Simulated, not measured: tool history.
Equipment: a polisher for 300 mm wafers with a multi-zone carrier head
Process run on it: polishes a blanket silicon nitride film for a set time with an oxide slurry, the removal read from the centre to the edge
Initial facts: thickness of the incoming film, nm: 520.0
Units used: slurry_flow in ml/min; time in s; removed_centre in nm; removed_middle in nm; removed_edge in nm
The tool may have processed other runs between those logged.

run	hour	slurry_flow	centre_zone	middle_zone	edge_zone	slurry_solids	time	removed_centre	removed_middle	removed_edge
1	0.0	165	1.00	1.00	1.00	1.00	72	38.260	38.669	38.979
2	1.8	175	1.03	1.00	1.04	1.10	72	41.266	40.158	40.522
3	4.1	175	1.03	1.08	1.04	1.10	72	41.212	43.872	40.033
4	10.9	175	1.03	1.08	1.04	1.10	85	48.900	51.263	47.577
5	13.3	175	1.03	1.08	1.04	1.20	85	50.180	52.011	48.886
6	19.9	175	1.03	1.08	0.99	1.20	85	50.222	52.564	47.485

Run 7 is up next; what results do you expect?
7	25.5	185	1.04	1.06	1.03	1.25	85	?	?	?

removed_centre: 51.978 nm
removed_middle: 53.103 nm
removed_edge: 50.234 nm

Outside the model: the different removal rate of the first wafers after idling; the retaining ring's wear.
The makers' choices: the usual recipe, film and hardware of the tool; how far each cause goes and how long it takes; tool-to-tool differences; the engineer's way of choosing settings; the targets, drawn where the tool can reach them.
